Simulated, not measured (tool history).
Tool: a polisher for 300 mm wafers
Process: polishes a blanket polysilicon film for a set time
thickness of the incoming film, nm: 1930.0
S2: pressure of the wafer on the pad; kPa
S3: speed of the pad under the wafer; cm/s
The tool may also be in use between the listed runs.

{"run": 1, "day": 0.0, "flow of slurry (ml/min)": 255, "S2": 20.7, "S3": 130, "polishing time (s)": 45, "film removed (Å)": 5662.7}
{"run": 2, "day": 0.358, "flow of slurry (ml/min)": 255, "S2": 19.3, "S3": 128, "polishing time (s)": 45, "film removed (Å)": 5226.6}
{"run": 3, "day": 0.708, "flow of slurry (ml/min)": 255, "S2": 21.4, "S3": 128, "polishing time (s)": 45, "film removed (Å)": 5799.3}
{"run": 4, "day": 0.804, "flow of slurry (ml/min)": 255, "S2": 20, "S3": 128, "polishing time (s)": 45, "film removed (Å)": 5441.9}
{"run": 5, "day": 0.988, "flow of slurry (ml/min)": 255, "S2": 18.6, "S3": 126, "polishing time (s)": 45, "film removed (Å)": 5064.6}
{"run": 6, "day": 1.283, "flow of slurry (ml/min)": 255, "S2": 18.6, "S3": 152, "polishing time (s)": 45, "film removed (Å)": 5982}
{"run": 7, "day": 1.388, "flow of slurry (ml/min)": 255, "S2": 17.2, "S3": 148, "polishing time (s)": 45, "film removed (Å)": 5452.1}
{"run": 8, "day": 1.662, "flow of slurry (ml/min)": 255, "S2": 16.5, "S3": 144, "polishing time (s)": 45, "film removed (Å)": 5078.2}
{"run": 9, "day": 2.012, "flow of slurry (ml/min)": 255, "S2": 15.9, "S3": 142, "polishing time (s)": 45, "film removed (Å)": 4701.7}
{"run": 10, "day": 2.104, "flow of slurry (ml/min)": 255, "S2": 15.2, "S3": 142, "polishing time (s)": 45, "film removed (Å)": 4582.4}
{"run": 11, "day": 2.342, "flow of slurry (ml/min)": 255, "S2": 14.5, "S3": 140, "polishing time (s)": 45, "film removed (Å)": 4346.9}
{"run": 12, "day": 2.638, "flow of slurry (ml/min)": 255, "S2": 13.8, "S3": 138, "polishing time (s)": 45, "film removed (Å)": 4060.1}
{"run": 13, "day": 2.821, "flow of slurry (ml/min)": 255, "S2": 13.8, "S3": 138, "polishing time (s)": 45, "film removed (Å)": 4059.2}

The next listed run, before its measurement:
{"run": 14, "day": 3.158, "flow of slurry (ml/min)": 250, "S2": 9.7, "S3": 128, "polishing time (s)": 45, "film removed (Å)": "?"}

film removed (Å): 2707.5
